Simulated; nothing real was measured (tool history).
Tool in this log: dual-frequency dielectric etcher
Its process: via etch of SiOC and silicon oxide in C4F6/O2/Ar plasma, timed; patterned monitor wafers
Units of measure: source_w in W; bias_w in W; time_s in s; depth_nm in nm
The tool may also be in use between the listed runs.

Run 1, day 0: source_w 310 W, bias_w 233 W, time_s 43.5 s. Result: depth_nm 46.952 nm.
Run 2, day 0.192: source_w 360 W, bias_w 233 W, time_s 43.5 s. Result: depth_nm 49.942 nm.
Run 3, day 0.246: source_w 360 W, bias_w 233 W, time_s 43.5 s. Result: depth_nm 49.822 nm.
Run 4, day 0.517: source_w 370 W, bias_w 238 W, time_s 43.5 s. Result: depth_nm 50.527 nm.
Run 5, day 0.85: source_w 380 W, bias_w 244 W, time_s 43.5 s. Result: depth_nm 51.527 nm.
Run 6, day 1.133: source_w 360 W, bias_w 244 W, time_s 43.5 s. Result: depth_nm 50.96 nm.
Run 7, day 1.421: source_w 370 W, bias_w 248 W, time_s 43.5 s. Result: depth_nm 51.003 nm.

What will run 8 give?
At day 1.717: wet clean of the chamber.
Run 8, day 1.717: source_w 380 W, bias_w 255 W, time_s 43.5 s. Result: depth_nm ?.

depth_nm: 53.678 nm

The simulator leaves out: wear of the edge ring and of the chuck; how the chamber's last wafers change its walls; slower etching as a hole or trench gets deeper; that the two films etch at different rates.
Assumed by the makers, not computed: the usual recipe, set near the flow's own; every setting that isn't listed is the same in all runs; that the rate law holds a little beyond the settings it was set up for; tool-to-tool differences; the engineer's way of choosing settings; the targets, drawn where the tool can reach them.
